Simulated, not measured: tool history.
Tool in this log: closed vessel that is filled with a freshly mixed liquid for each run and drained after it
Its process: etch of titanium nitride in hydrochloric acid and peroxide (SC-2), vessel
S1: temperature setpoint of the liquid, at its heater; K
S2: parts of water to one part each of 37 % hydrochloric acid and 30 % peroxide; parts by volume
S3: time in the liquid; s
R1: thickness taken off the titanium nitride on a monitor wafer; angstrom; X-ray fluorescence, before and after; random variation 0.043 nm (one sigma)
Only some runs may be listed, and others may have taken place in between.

| run | hour | S1 | S2 | S3 | R1 |
|---|---|---|---|---|---|
| 1 | 0.0 | 330.15 | 11.0 | 265 | 133.920 |
| 2 | 3.2 | 330.15 | 11.0 | 265 | 133.430 |
| 3 | 7.8 | 330.15 | 11.0 | 265 | 134.160 |
| 4 | 11.2 | 330.15 | 7.5 | 265 | 184.040 |
| 5 | 17.0 | 326.15 | 7.5 | 265 | 142.850 |
| 6 | 18.5 | 326.15 | 7.5 | 285 | 153.280 |
| 7 | 24.8 | 323.15 | 7.5 | 285 | 125.190 |
| 8 | 27.7 | 321.15 | 7.5 | 285 | 109.300 |
| 9 | 35.6 | 319.65 | 7.5 | 285 | 98.539 |

What will run 10 give?
| 10 | 38.2 | 318.65 | 7.5 | 285 | ? |

R1: 91.689 angstrom
